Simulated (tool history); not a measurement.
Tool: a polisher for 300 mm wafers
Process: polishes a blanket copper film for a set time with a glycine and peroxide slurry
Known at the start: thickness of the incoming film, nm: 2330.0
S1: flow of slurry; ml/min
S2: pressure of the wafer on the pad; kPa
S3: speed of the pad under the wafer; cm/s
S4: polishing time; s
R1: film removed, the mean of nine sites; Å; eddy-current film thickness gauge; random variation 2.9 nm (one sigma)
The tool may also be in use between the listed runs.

run  hour   S1    S2  S3   S4      R1
  1     0  315  16.5  96  125  6619.7
  2   3.7  315  14.5  96  125  6009.3
  3  10.5  315  14.5  96  125  6014.7
  4  17.8  315  12.4  96  125  5400.4
  5  23.1  315    11  96  125  4946.9
  6  26.9  315  13.1  96  125  5591.8
  7  29.8  315  13.1  96  125  5629.8
  8  37.9  315  11.7  96  125  5120.3
  9  40.2  315    11  96  125  4919.3
 10  42.5  315  10.3  96  125  4704.1

Forecast run 11:
 11  48.3  315  10.3  96  125   ?

R1: 4684.3 Å

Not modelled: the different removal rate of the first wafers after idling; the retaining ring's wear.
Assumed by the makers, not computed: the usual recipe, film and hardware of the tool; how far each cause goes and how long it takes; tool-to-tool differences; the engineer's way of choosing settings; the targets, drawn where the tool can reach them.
